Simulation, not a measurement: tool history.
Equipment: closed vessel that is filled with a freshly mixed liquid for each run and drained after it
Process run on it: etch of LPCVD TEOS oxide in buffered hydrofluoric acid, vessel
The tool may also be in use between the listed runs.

| run | day | temperature setpoint of the liquid (K) | parts of 40 % ammonium fluoride to one part of 49 % hydrofluoric acid (parts by volume) | time in the liquid (s) | thickness taken off the LPCVD TEOS oxide on a monitor wafer (angstrom) |
|---|---|---|---|---|---|
| 1 | 0 | 294.15 | 22 | 95 | 1290.8 |
| 2 | 0.033 | 296.15 | 20.5 | 95 | 1522.7 |
| 3 | 0.096 | 297.65 | 19.5 | 95 | 1705.2 |
| 4 | 0.325 | 295.65 | 19.5 | 95 | 1576.8 |
| 5 | 0.433 | 294.15 | 19.5 | 95 | 1424.6 |
| 6 | 0.662 | 294.15 | 19.5 | 95 | 1418.6 |
| 7 | 0.925 | 296.15 | 19 | 95 | 1622.7 |
| 8 | 1.254 | 297.65 | 18.5 | 95 | 1847.7 |
| 9 | 1.538 | 298.65 | 18.5 | 95 | 1912.9 |
| 10 | 1.742 | 299.65 | 18.5 | 95 | 2044.7 |

Forecast run 11:
| 11 | 1.95 | 300.15 | 18.5 | 95 | ? |

{"run 11": {"thickness taken off the LPCVD TEOS oxide on a monitor wafer (angstrom)": 2051.5}}

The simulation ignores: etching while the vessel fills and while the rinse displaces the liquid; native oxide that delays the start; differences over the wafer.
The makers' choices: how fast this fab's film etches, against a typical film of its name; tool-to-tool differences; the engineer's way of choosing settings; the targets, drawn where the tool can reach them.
